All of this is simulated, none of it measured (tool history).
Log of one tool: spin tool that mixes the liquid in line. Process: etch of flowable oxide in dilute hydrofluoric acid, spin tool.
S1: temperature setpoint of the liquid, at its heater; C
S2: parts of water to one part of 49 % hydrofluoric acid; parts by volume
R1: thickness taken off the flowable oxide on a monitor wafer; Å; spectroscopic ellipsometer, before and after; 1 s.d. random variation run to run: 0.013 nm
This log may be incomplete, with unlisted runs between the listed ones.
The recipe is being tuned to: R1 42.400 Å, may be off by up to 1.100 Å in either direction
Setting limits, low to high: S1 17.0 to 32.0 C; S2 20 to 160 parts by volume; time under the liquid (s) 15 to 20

{"run": 1, "hour": 0.0, "S1": 24.0, "S2": 90, "time under the liquid (s)": 20, "R1": 64.098}
{"run": 2, "hour": 1.6, "S1": 23.5, "S2": 90, "time under the liquid (s)": 20, "R1": 63.16}
{"run": 3, "hour": 6.8, "S1": 23.5, "S2": 115, "time under the liquid (s)": 20, "R1": 47.564}
{"run": 4, "hour": 15.6, "S1": 23.5, "S2": 115, "time under the liquid (s)": 20, "R1": 47.866}
{"run": 5, "hour": 21.7, "S1": 23.5, "S2": 115, "time under the liquid (s)": 20, "R1": 48.025}
{"run": 6, "hour": 24.9, "S1": 23.5, "S2": 90, "time under the liquid (s)": 20, "R1": 63.209}
{"run": 7, "hour": 29.8, "S1": 23.5, "S2": 90, "time under the liquid (s)": 20, "R1": 62.868}
{"run": 8, "hour": 35.1, "S1": 23.0, "S2": 90, "time under the liquid (s)": 20, "R1": 61.604}
{"run": 9, "hour": 38.6, "S1": 23.0, "S2": 90, "time under the liquid (s)": 20, "R1": 61.536}
{"run": 10, "hour": 40.9, "S1": 22.5, "S2": 90, "time under the liquid (s)": 20, "R1": 60.181}
{"run": 11, "hour": 48.1, "S1": 22.0, "S2": 90, "time under the liquid (s)": 20, "R1": 59.385}
{"run": 12, "hour": 56.7, "S1": 21.5, "S2": 90, "time under the liquid (s)": 20, "R1": 58.068}
{"run": 13, "hour": 57.5, "S1": 21.0, "S2": 90, "time under the liquid (s)": 20, "R1": 56.827}
{"run": 14, "hour": 60.0, "S1": 20.5, "S2": 90, "time under the liquid (s)": 20, "R1": 55.769}
{"run": 15, "hour": 63.0, "S1": 20.0, "S2": 90, "time under the liquid (s)": 20, "R1": 54.525}
{"run": 16, "hour": 70.4, "S1": 19.5, "S2": 90, "time under the liquid (s)": 20, "R1": 53.537}
{"run": 17, "hour": 78.1, "S1": 19.0, "S2": 90, "time under the liquid (s)": 20, "R1": 52.326}
{"run": 18, "hour": 80.4, "S1": 19.0, "S2": 90, "time under the liquid (s)": 20, "R1": 52.421}
{"run": 19, "hour": 83.6, "S1": 18.0, "S2": 95, "time under the liquid (s)": 20, "R1": 47.427}
{"run": 20, "hour": 92.2, "S1": 17.5, "S2": 100, "time under the liquid (s)": 20, "R1": 43.721}

Which single option among these 5 for the next run brings every result within its allowed miss of target? Just one does.
{"run": "A", "hour": 100.8, "S1": 21.0, "S2": 85, "time under the liquid (s)": 15, "R1": "?"}
{"run": "B", "hour": 100.8, "S1": 17.0, "S2": 95, "time under the liquid (s)": 20, "R1": "?"}
{"run": "C", "hour": 100.8, "S1": 18.0, "S2": 100, "time under the liquid (s)": 20, "R1": "?"}
{"run": "D", "hour": 100.8, "S1": 19.5, "S2": 105, "time under the liquid (s)": 20, "R1": "?"}
{"run": "E", "hour": 100.8, "S1": 17.0, "S2": 100, "time under the liquid (s)": 20, "R1": "?"}

move=A R1=45.285
move=B R1=45.219
move=C R1=44.568
move=D R1=44.927
move=E R1=42.735
A: its largest miss is bigger than the last run's
B: its largest miss is bigger than the last run's
C: its largest miss is bigger than the last run's
D: its largest miss is bigger than the last run's
E: each result inside its tolerance
The move that meets every target is E.
